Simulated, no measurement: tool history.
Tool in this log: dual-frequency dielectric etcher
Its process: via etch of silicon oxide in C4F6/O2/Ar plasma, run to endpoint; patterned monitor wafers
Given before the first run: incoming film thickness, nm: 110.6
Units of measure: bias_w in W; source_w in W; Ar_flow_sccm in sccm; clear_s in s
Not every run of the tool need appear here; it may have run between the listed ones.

{"run": 1, "hour": 0.0, "bias_w": 534, "source_w": 310, "Ar_flow_sccm": 397, "clear_s": 25.16}
{"run": 2, "hour": 5.9, "bias_w": 534, "source_w": 280, "Ar_flow_sccm": 397, "clear_s": 26.376}
{"run": 3, "hour": 6.5, "bias_w": 534, "source_w": 280, "Ar_flow_sccm": 350, "clear_s": 26.281}
{"run": 4, "hour": 10.1, "bias_w": 534, "source_w": 280, "Ar_flow_sccm": 403, "clear_s": 26.153}
{"run": 5, "hour": 18.0, "bias_w": 556, "source_w": 290, "Ar_flow_sccm": 403, "clear_s": 25.456}
{"run": 6, "hour": 21.9, "bias_w": 556, "source_w": 290, "Ar_flow_sccm": 430, "clear_s": 25.616}

For run 7, what comes out?
{"run": 7, "hour": 27.2, "bias_w": 575, "source_w": 300, "Ar_flow_sccm": 429, "clear_s": "?"}

clear_s: 25.240 s

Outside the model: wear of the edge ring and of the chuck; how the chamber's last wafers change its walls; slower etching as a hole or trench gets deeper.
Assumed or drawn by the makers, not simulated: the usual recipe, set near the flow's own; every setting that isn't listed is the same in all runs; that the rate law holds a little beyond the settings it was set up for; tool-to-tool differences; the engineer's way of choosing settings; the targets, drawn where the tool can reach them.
